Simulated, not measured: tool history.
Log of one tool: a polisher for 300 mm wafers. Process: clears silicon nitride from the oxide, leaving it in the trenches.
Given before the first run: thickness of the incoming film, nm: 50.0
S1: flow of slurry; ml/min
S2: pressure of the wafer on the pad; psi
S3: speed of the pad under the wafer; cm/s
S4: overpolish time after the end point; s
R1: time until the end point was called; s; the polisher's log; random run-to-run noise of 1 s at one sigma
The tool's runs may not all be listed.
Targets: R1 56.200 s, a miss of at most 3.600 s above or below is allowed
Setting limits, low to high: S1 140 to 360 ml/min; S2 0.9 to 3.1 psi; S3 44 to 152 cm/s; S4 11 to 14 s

run 1 hour=0.0 | S1=230 S2=2.0 S3=98 S4=14 | R1=88.654
run 2 hour=8.2 | S1=230 S2=2.2 S3=100 S4=14 | R1=78.421
run 3 hour=15.4 | S1=255 S2=2.2 S3=100 S4=14 | R1=80.443
run 4 hour=20.4 | S1=210 S2=2.2 S3=100 S4=14 | R1=80.261
run 5 hour=26.8 | S1=210 S2=2.7 S3=100 S4=14 | R1=63.946
run 6 hour=33.2 | S1=210 S2=2.8 S3=100 S4=14 | R1=63.655
run 7 hour=33.7 | S1=210 S2=2.9 S3=100 S4=14 | R1=59.811
run 8 hour=41.1 | S1=210 S2=2.9 S3=100 S4=14 | R1=61.562

Exactly one of the 4 candidate moves below puts every result within its allowed miss. Which one?
run A hour=48.5 | S1=175 S2=2.7 S3=106 S4=11 | R1=?
run B hour=48.5 | S1=210 S2=2.6 S3=100 S4=14 | R1=?
run C hour=48.5 | S1=180 S2=3.0 S3=78 S4=11 | R1=?
run D hour=48.5 | S1=210 S2=3.0 S3=104 S4=14 | R1=?

move=A R1=64.301
move=B R1=68.618
move=C R1=72.987
move=D R1=58.035
A: lands further from the targets than the last run did
B: lands further from the targets than the last run did
C: lands further from the targets than the last run did
D: every result lands within tolerance
D meets every target.
